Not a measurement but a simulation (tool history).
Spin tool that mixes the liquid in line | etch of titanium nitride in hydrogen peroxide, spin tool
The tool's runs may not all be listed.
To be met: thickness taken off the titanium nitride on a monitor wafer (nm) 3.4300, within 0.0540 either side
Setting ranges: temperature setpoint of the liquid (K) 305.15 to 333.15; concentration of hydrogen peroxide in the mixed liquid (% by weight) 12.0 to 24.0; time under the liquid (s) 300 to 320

run,hour,temperature setpoint of the liquid (K),concentration of hydrogen peroxide in the mixed liquid (% by weight),time under the liquid (s),thickness taken off the titanium nitride on a monitor wafer (nm)
1,0.0,317.15,16.0,300,8.5045
2,1.4,317.15,16.0,320,9.0464
3,2.7,311.15,16.0,320,5.6979
4,3.3,309.15,15.5,320,4.7966
5,4.1,307.65,15.5,320,4.3346
6,10.1,307.65,18.5,320,4.4655
7,16.9,306.65,17.0,320,4.0791
8,19.9,306.15,16.0,320,3.8438
9,28.3,306.15,16.0,320,3.8106
10,31.0,305.65,15.5,320,3.6481
11,37.1,305.65,15.0,320,3.6143

Pick the move, out of 4, that brings all results within their allowed miss; only one does.
A,43.2,305.65,20.5,305,?
B,43.2,307.65,13.5,310,?
C,43.2,305.15,14.0,320,?
D,43.2,306.65,16.0,315,?

move,thickness taken off the titanium nitride on a monitor wafer (nm)
A,3.6867
B,4.0279
C,3.4272
D,3.9154
A: the biggest miss grows against the last run
B: the biggest miss grows against the last run
C: meets every target
D: the biggest miss grows against the last run
The move that meets every target is C.
